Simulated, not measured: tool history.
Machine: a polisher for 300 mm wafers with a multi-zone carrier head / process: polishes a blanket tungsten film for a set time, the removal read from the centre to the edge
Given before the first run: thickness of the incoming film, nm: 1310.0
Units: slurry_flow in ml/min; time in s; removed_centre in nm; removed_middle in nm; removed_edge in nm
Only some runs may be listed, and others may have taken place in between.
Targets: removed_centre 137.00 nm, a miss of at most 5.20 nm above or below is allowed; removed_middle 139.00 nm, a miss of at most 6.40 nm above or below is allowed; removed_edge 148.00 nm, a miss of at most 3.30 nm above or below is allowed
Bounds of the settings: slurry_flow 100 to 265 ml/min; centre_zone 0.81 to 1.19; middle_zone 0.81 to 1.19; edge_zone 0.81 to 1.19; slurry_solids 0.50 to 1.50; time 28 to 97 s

run,hour,slurry_flow,centre_zone,middle_zone,edge_zone,slurry_solids,time,removed_centre,removed_middle,removed_edge
1,0.0,170,1.00,1.00,1.00,1.00,62,259.67,264.88,248.58
2,0.8,160,0.97,0.97,0.98,0.90,58,226.89,230.73,220.78
3,3.8,150,0.94,0.94,0.97,0.80,56,205.39,201.13,206.52
4,12.7,145,0.92,0.94,0.95,0.75,54,189.01,196.45,188.66
5,21.1,145,0.92,0.89,0.95,0.75,54,188.53,183.65,191.34
6,23.4,140,0.90,0.88,0.93,0.70,53,173.82,173.34,181.47
7,29.8,135,0.89,0.87,0.91,0.65,52,170.51,165.41,170.74
8,37.3,110,0.81,0.85,0.96,0.50,45,117.45,121.69,133.73
9,45.3,125,0.82,0.85,0.96,0.50,45,125.68,124.85,137.11
10,49.4,130,0.82,0.86,0.97,0.50,45,124.39,128.33,138.51
11,52.0,180,0.88,0.86,1.01,0.55,45,147.01,143.52,154.58

Pick the move, out of 5, that brings all results within their allowed miss; only one does.
A,54.6,165,0.91,0.84,1.06,0.60,46,?,?,?
B,54.6,105,0.86,0.87,1.03,0.60,48,?,?,?
C,54.6,150,0.92,0.83,1.00,0.50,48,?,?,?
D,54.6,150,0.92,0.94,1.12,0.80,38,?,?,?
E,54.6,165,0.82,0.85,1.09,0.60,44,?,?,?

move,removed_centre,removed_middle,removed_edge
A,153.99,143.33,162.36
B,136.29,137.89,154.50
C,149.49,137.05,153.18
D,137.07,139.16,148.25
E,137.00,138.48,157.47
A: lands further from the targets than the last run did
B: just as far off the targets as the last run
C: lands further from the targets than the last run did
D: every result within its allowed miss
E: lands further from the targets than the last run did
Go with D: it meets all targets.

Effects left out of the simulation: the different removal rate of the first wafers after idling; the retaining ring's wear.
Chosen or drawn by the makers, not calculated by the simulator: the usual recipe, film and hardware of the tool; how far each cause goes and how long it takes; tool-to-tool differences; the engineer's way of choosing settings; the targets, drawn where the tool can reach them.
